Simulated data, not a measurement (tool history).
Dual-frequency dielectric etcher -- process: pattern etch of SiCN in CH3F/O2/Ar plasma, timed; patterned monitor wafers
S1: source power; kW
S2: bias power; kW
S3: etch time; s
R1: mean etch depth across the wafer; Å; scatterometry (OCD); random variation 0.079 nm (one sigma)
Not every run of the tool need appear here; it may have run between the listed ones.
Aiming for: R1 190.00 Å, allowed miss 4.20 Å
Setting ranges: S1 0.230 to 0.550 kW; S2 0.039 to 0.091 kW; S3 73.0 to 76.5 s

run,hour,S1,S2,S3,R1
1,0.0,0.390,0.065,73.0,222.00
2,2.0,0.350,0.063,73.0,211.55
3,9.1,0.350,0.072,73.0,225.82
4,9.9,0.320,0.068,73.0,214.24
# hour 14.6: wet clean of the chamber
5,14.6,0.320,0.068,73.0,219.66
6,20.5,0.270,0.068,73.0,209.20
7,23.9,0.260,0.065,73.0,204.20
8,24.9,0.250,0.062,73.0,196.95

Which one of the following 4 next-run settings gets every result inside its allowed miss? There is exactly one.
A,25.9,0.240,0.053,73.5,?
B,25.9,0.230,0.052,73.0,?
C,25.9,0.230,0.054,74.0,?
D,25.9,0.230,0.056,76.0,?

move,R1
A,183.21
B,178.17
C,183.61
D,191.58
A: moves the result that the last run missed by most past its target, out the other side
B: moves the result that the last run missed by most past its target, out the other side
C: moves the result that the last run missed by most past its target, out the other side
D: in spec on every target
Correct choice: D, which meets every target
